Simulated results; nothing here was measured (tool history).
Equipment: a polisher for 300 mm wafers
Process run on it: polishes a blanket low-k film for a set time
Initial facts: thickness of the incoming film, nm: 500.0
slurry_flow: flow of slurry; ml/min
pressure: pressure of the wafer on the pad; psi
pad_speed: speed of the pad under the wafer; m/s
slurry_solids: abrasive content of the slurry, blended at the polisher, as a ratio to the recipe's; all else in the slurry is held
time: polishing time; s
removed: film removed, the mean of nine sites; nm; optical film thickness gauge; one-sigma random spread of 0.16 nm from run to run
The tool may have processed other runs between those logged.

run,hour,slurry_flow,pressure,pad_speed,slurry_solids,time,removed
1,0.0,165,2.1,0.86,1.0,44,16.045
2,1.8,165,2.3,0.86,1.0,44,17.477
3,9.5,175,2.4,0.86,1.0,44,18.172
4,16.9,215,2.4,0.86,1.0,44,18.980
5,21.2,215,2.0,0.86,1.0,44,15.979
6,23.3,215,2.0,0.74,1.0,44,14.381

Expected results for the next run?
7,28.9,220,2.2,0.74,1.0,44,?

{"run 7": {"removed": 15.766}}
